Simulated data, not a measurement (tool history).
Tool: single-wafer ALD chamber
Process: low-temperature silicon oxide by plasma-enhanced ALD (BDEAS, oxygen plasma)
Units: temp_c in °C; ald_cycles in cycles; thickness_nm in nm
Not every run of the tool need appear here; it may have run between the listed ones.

run,hour,temp_c,ald_cycles,thickness_nm
1,0.0,120,62,8.8027
2,2.9,120,69,9.7787
3,5.7,119,71,10.0800
4,8.3,108,71,10.2800
5,14.5,102,71,10.3900
6,21.9,107,71,10.2860

Run 7 is up next; what results do you expect?
7,24.2,107,72,?

thickness_nm: 10.4630 nm
